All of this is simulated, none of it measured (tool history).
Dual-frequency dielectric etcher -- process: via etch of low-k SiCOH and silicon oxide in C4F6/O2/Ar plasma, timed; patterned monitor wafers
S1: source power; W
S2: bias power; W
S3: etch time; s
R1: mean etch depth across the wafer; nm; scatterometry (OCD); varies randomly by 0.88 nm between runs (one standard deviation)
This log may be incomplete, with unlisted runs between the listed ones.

run	day	S1	S2	S3	R1
1	0.000	440	216	57.5	173.66
2	0.088	440	216	57.5	175.39
3	0.150	400	216	57.5	166.71
4	0.396	420	220	57.5	171.78
5	0.517	440	224	57.5	177.38
6	0.862	460	226	57.5	182.89
7	1.050	470	228	57.5	183.81
8	1.112	480	230	57.5	186.63

What will run 9 give?
9	1.146	490	232	57.5	?

Run 9 produced R1 188.56 nm.
